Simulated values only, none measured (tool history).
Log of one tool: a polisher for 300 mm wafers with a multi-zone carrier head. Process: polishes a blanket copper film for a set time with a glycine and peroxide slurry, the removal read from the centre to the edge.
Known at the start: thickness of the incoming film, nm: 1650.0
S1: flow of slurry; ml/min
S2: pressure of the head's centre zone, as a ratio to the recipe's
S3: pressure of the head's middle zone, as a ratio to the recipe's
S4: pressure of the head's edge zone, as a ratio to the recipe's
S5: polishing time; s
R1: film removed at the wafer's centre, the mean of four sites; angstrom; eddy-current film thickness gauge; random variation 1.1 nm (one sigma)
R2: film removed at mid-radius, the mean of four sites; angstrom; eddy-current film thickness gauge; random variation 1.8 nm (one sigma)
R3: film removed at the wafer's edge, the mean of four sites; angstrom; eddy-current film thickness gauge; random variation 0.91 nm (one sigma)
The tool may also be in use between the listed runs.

run,hour,S1,S2,S3,S4,S5,R1,R2,R3
1,0,175,1,1,1,48,2450,2448.2,2505.7
2,7.8,155,0.94,1.01,0.95,39,1840.9,1944.5,1982.4
3,12.6,150,0.9,1.04,0.91,33,1503.7,1707.7,1619
4,14,150,0.9,1.04,0.91,43,1899.4,2211.3,2144
5,14.9,145,0.87,1.04,0.89,37,1600.5,1914.3,1790.6
6,19.9,135,0.85,1.04,0.89,33,1357.4,1637,1589.4
7,25.6,130,0.84,1.04,0.87,31,1233.4,1539.6,1465.2

The next listed run, before its measurement:
8,29.9,130,0.84,1.04,0.85,30,?,?,?

Run 8 gave R1 1204.2 angstrom, R2 1468 angstrom, R3 1391 angstrom.

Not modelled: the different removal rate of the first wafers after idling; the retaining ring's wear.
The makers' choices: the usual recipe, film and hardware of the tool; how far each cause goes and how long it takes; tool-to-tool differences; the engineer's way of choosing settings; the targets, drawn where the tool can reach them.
